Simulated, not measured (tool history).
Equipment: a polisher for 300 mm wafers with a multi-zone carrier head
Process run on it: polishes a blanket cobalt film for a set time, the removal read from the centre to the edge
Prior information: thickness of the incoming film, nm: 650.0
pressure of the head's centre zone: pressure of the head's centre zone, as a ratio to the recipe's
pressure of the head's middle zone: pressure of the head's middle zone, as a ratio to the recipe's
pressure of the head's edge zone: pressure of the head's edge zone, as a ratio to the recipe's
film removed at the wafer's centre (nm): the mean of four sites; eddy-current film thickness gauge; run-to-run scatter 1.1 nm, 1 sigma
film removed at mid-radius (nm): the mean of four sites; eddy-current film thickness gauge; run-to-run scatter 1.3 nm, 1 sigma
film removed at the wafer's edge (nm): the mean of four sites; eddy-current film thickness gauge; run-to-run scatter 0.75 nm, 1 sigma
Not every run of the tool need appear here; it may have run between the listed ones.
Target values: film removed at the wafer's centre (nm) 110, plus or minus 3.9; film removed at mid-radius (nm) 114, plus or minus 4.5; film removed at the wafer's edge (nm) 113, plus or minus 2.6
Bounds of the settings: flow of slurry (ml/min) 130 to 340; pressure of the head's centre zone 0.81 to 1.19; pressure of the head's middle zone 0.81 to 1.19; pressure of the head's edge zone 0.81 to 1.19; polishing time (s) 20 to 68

run	hour	flow of slurry (ml/min)	pressure of the head's centre zone	pressure of the head's middle zone	pressure of the head's edge zone	polishing time (s)	film removed at the wafer's centre (nm)	film removed at mid-radius (nm)	film removed at the wafer's edge (nm)
1	0	220	1	1	1	44	152.36	148.64	150.62
2	3.7	220	1	1.07	1	44	149.49	154.81	151.26
3	5.3	210	0.98	1.04	0.97	42	140.3	142.87	141.63
4	11.4	210	0.98	1.04	1.01	42	140.26	143.94	142.29
5	14.8	170	0.98	1.04	1.01	42	134.45	138.42	139.41
6	16	170	1.02	1.04	1.01	42	138.32	138.35	138.25
7	20.4	165	1.01	1.04	0.99	40	132.39	131.18	131.5
8	27.4	160	0.99	1.04	0.97	39	124.59	124.31	126.24
9	32.9	155	0.98	1.05	0.95	38	118.68	123.12	121.37
10	40.5	150	0.97	1.04	0.93	38	117.59	121.17	120.91
11	42.3	145	0.97	1.04	0.92	38	117.28	120.78	118.18
12	50.2	140	0.96	1.03	0.91	38	115.37	120.67	117.29
13	54.8	140	0.95	1.02	0.91	38	113.68	115.14	116.62
14	62.6	140	0.95	1.02	0.9	38	111.3	116.12	115.61
15	71.2	140	0.95	1.02	0.89	38	112.29	116.02	115.64

Of the 5 settings listed for the next run, only one would bring every result within its allowed miss of target. Which one?
A	79.8	135	0.91	1.15	0.87	36	?	?	?
B	79.8	130	0.89	0.94	0.94	39	?	?	?
C	79.8	220	0.95	1.02	0.95	34	?	?	?
D	79.8	130	0.94	0.95	0.9	40	?	?	?
E	79.8	170	0.94	1.11	0.91	36	?	?	?

move	film removed at the wafer's centre (nm)	film removed at mid-radius (nm)	film removed at the wafer's edge (nm)
A	100.94	122.93	106.81
B	105.55	111.5	119.39
C	110.8	115.49	112.75
D	114.4	115.33	120
E	110.63	125.67	113.21
A: the result that was furthest off in the last run now lies on the other side of its target
B: lands further from the targets than the last run did
C: all results land within tolerance of their targets
D: lands further from the targets than the last run did
E: the furthest-off result lands on target, but another misses its tolerance
The right move is C.
